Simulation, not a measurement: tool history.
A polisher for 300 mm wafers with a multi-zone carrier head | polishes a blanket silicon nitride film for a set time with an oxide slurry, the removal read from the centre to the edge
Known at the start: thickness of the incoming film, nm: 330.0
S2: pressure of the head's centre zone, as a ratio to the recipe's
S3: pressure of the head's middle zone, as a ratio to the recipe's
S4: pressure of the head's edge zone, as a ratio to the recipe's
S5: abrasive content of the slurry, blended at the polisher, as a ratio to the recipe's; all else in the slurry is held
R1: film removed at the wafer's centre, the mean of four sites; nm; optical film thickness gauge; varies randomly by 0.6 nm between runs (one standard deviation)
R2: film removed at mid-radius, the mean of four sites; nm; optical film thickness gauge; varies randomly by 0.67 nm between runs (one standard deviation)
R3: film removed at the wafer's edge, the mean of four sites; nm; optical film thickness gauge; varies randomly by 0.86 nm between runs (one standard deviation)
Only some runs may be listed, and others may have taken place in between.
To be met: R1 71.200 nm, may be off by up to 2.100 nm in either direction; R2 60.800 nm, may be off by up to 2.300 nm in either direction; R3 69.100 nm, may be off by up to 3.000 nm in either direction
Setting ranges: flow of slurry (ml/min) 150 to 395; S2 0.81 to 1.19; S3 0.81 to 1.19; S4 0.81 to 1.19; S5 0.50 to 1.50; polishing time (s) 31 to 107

{"run": 1, "day": 0.0, "flow of slurry (ml/min)": 250, "S2": 1.0, "S3": 1.0, "S4": 1.0, "S5": 1.0, "polishing time (s)": 69, "R1": 47.431, "R2": 46.92, "R3": 47.178}
{"run": 2, "day": 0.217, "flow of slurry (ml/min)": 310, "S2": 1.0, "S3": 1.0, "S4": 1.0, "S5": 1.0, "polishing time (s)": 69, "R1": 47.507, "R2": 48.275, "R3": 48.427}
{"run": 3, "day": 0.279, "flow of slurry (ml/min)": 310, "S2": 1.0, "S3": 1.0, "S4": 1.0, "S5": 1.15, "polishing time (s)": 69, "R1": 50.241, "R2": 51.523, "R3": 51.516}
{"run": 4, "day": 0.5, "flow of slurry (ml/min)": 310, "S2": 1.0, "S3": 1.0, "S4": 1.0, "S5": 1.15, "polishing time (s)": 77, "R1": 56.736, "R2": 56.452, "R3": 58.56}
{"run": 5, "day": 0.804, "flow of slurry (ml/min)": 310, "S2": 1.0, "S3": 1.0, "S4": 1.0, "S5": 1.25, "polishing time (s)": 77, "R1": 59.316, "R2": 58.783, "R3": 60.543}
{"run": 6, "day": 0.929, "flow of slurry (ml/min)": 315, "S2": 1.02, "S3": 0.99, "S4": 1.02, "S5": 1.25, "polishing time (s)": 77, "R1": 60.083, "R2": 57.793, "R3": 61.162}
{"run": 7, "day": 1.217, "flow of slurry (ml/min)": 320, "S2": 1.04, "S3": 0.99, "S4": 1.04, "S5": 1.3, "polishing time (s)": 77, "R1": 62.515, "R2": 58.72, "R3": 60.329}
{"run": 8, "day": 1.479, "flow of slurry (ml/min)": 320, "S2": 1.04, "S3": 0.97, "S4": 1.04, "S5": 1.35, "polishing time (s)": 78, "R1": 64.148, "R2": 60.975, "R3": 62.445}
{"run": 9, "day": 1.504, "flow of slurry (ml/min)": 315, "S2": 1.04, "S3": 0.94, "S4": 1.07, "S5": 1.35, "polishing time (s)": 79, "R1": 64.391, "R2": 58.969, "R3": 63.36}
{"run": 10, "day": 1.733, "flow of slurry (ml/min)": 315, "S2": 1.04, "S3": 0.93, "S4": 1.08, "S5": 1.4, "polishing time (s)": 80, "R1": 65.784, "R2": 59.516, "R3": 66.428}

Below are 4 possible settings for the next run. Only one of them brings all results inside the allowed miss of their targets. Which is it?
{"run": "A", "day": 1.962, "flow of slurry (ml/min)": 270, "S2": 1.09, "S3": 0.92, "S4": 1.11, "S5": 1.2, "polishing time (s)": 88, "R1": "?", "R2": "?", "R3": "?"}
{"run": "B", "day": 1.962, "flow of slurry (ml/min)": 395, "S2": 1.12, "S3": 0.98, "S4": 1.02, "S5": 1.45, "polishing time (s)": 83, "R1": "?", "R2": "?", "R3": "?"}
{"run": "C", "day": 1.962, "flow of slurry (ml/min)": 295, "S2": 1.15, "S3": 0.99, "S4": 1.08, "S5": 1.35, "polishing time (s)": 85, "R1": "?", "R2": "?", "R3": "?"}
{"run": "D", "day": 1.962, "flow of slurry (ml/min)": 300, "S2": 1.16, "S3": 0.9, "S4": 1.08, "S5": 1.4, "polishing time (s)": 84, "R1": "?", "R2": "?", "R3": "?"}

move=A R1=71.341 R2=59.533 R3=69.445
move=B R1=76.829 R2=65.357 R3=68.843
move=C R1=76.643 R2=64.167 R3=69.382
move=D R1=77.453 R2=59.566 R3=69.588
A: every result lands within tolerance
B: takes the result that was furthest off past its target
C: takes the result that was furthest off past its target
D: takes the result that was furthest off past its target
A meets every target.
